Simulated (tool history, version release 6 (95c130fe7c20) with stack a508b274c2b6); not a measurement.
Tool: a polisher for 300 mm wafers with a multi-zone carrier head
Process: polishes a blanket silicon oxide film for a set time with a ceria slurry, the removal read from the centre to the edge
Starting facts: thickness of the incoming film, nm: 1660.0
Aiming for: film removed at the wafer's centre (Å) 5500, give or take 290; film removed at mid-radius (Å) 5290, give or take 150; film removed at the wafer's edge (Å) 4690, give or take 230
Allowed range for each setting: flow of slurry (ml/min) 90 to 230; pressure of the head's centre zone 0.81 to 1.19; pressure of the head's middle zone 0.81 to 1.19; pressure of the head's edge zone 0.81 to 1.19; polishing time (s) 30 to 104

run  hour  flow of slurry (ml/min)  pressure of the head's centre zone  pressure of the head's middle zone  pressure of the head's edge zone  polishing time (s)  film removed at the wafer's centre (Å)  film removed at mid-radius (Å)  film removed at the wafer's edge (Å)
  1     0                      150                                   1                                   1                                 1                  67                                    3116                          3071.5                                3210.6
  2     7                      155                                1.02                                1.02                                 1                  69                                  3347.9                          3227.5                                3272.4
  3   8.3                      160                                1.03                                1.03                              1.01                  72                                  3597.2                          3449.2                                3458.4
  4  16.5                      160                                1.03                                1.03                              0.97                  72                                  3486.9                          3438.9                                3388.9
  5  19.2                      165                                1.04                                1.04                              0.98                  74                                  3669.3                          3616.4                                3404.4
     21.1  -- slurry nozzle cleaned
  6  21.1                      165                                1.11                                1.04                              0.98                  74                                  4294.9                          3987.5                                3771.2
  7  25.8                      200                                1.19                                1.14                              1.08                  77                                  5004.4                            4609                                4237.8
  8  27.6                      200                                1.19                                1.15                              1.08                  78                                  5226.7                          4676.9                                  4204

Of the 5 settings listed for the next run, only one would bring every result within its allowed miss of target. Which one?
  A  29.4                      165                                1.14                                1.15                              1.02                  90                                       ?                               ?                                     ?
  B  29.4                      195                                1.15                                0.86                              1.19                  83                                       ?                               ?                                     ?
  C  29.4                      200                                0.97                                1.19                              1.05                  88                                       ?                               ?                                     ?
  D  29.4                      180                                1.19                                0.87                              1.13                  80                                       ?                               ?                                     ?
  E  29.4                      220                                1.17                                1.03                              1.11                  80                                       ?                               ?                                     ?

move  film removed at the wafer's centre (Å)  film removed at mid-radius (Å)  film removed at the wafer's edge (Å)
   A                                  5473.7                            5245                                4651.9
   B                                  5247.7                          3939.2                                4753.9
   C                                  4717.9                          5454.4                                4722.4
   D                                    5160                          3781.3                                4417.6
   E                                    5254                            4460                                4468.6
A: every result lands within tolerance
B: the biggest miss grows against the last run
C: carries the result that was furthest off beyond its target, to the other side
D: the biggest miss grows against the last run
E: the biggest miss grows against the last run
So the answer is move A, the one that meets all the targets.
